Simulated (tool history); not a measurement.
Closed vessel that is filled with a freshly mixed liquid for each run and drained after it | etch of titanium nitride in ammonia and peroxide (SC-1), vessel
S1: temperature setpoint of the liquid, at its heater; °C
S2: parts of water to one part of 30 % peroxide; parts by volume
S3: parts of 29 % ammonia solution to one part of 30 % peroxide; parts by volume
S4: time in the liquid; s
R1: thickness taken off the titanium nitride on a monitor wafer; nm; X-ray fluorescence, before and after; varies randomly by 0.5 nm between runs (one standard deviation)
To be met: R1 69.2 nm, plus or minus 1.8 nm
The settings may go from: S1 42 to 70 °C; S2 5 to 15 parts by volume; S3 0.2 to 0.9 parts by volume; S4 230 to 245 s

run	hour	S1	S2	S3	S4	R1
1	0	58	8.5	0.5	230	24.597
2	3.4	58	8.5	0.5	230	24.848
3	9.2	62	8.5	0.5	230	32.413
4	12.3	64	7.5	0.5	230	38.934
5	16	64	6.5	0.5	230	41.795
6	17.7	65.5	6	0.5	230	47.284
7	24.5	66.5	6	0.5	230	51.109
8	25.8	67.5	6	0.5	230	54.562
9	27.6	68	6	0.5	230	56.197
10	30.4	68.5	6	0.5	230	57.581
11	31.8	69	6	0.5	230	59.164
12	34.6	69.5	5.5	0.55	230	65.194
13	39.3	70	5.5	0.55	230	67.51

Which single option among these 5 for the next run brings every result within its allowed miss of target? Just one does.
A	44	68.5	5	0.55	230	?
B	44	68.5	5	0.6	235	?
C	44	70	5	0.5	230	?
D	44	68	5	0.8	230	?
E	44	68	5	0.65	235	?

move	R1
A	63.319
B	65.56
C	68.467
D	64.816
E	64.306
A: further off than the last run
B: further off than the last run
C: all results in spec
D: further off than the last run
E: further off than the last run
Correct choice: C, which meets every target
